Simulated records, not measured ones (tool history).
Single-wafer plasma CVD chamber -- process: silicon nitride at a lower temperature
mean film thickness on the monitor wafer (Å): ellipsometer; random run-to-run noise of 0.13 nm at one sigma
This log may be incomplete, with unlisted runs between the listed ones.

run,hour,heater temperature setpoint (deg C),chamber pressure (Torr),RF power (kW),deposition time (s),mean film thickness on the monitor wafer (Å)
1,0.0,360,1.16,0.300,35.0,375.84
2,8.0,360,1.16,0.300,35.0,372.30
3,13.0,360,1.01,0.300,35.0,355.78
4,19.4,360,0.97,0.300,35.0,352.87
5,27.7,360,1.13,0.300,35.0,370.60
6,34.0,360,1.05,0.300,35.0,361.33
7,35.2,360,0.99,0.300,35.0,355.67

What will run 8 give?
8,37.9,360,0.94,0.300,35.0,?

{"run 8": {"mean film thickness on the monitor wafer (Å)": 345.64}}
